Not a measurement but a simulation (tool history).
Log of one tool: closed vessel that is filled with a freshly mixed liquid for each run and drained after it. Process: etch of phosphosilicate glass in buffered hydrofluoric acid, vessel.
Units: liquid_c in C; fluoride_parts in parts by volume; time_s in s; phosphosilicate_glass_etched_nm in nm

| run | hour | liquid_c | fluoride_parts | time_s | phosphosilicate_glass_etched_nm |
|---|---|---|---|---|---|
| 1 | 0.0 | 24.0 | 19.5 | 30 | 103.14 |
| 2 | 2.0 | 24.0 | 19.5 | 30 | 103.98 |
| 3 | 7.1 | 24.0 | 19.5 | 30 | 102.49 |
| 4 | 14.8 | 24.0 | 22.5 | 30 | 92.26 |
| 5 | 19.7 | 24.0 | 18.5 | 30 | 105.08 |
| 6 | 26.5 | 25.0 | 18.5 | 30 | 113.14 |
| 7 | 28.2 | 25.0 | 18.5 | 30 | 112.32 |
| 8 | 29.6 | 26.0 | 18.5 | 30 | 118.59 |
| 9 | 35.0 | 30.0 | 18.0 | 30 | 151.81 |

Forecast run 10:
| 10 | 36.9 | 29.5 | 18.0 | 30 | ? |

phosphosilicate_glass_etched_nm: 147.51 nm
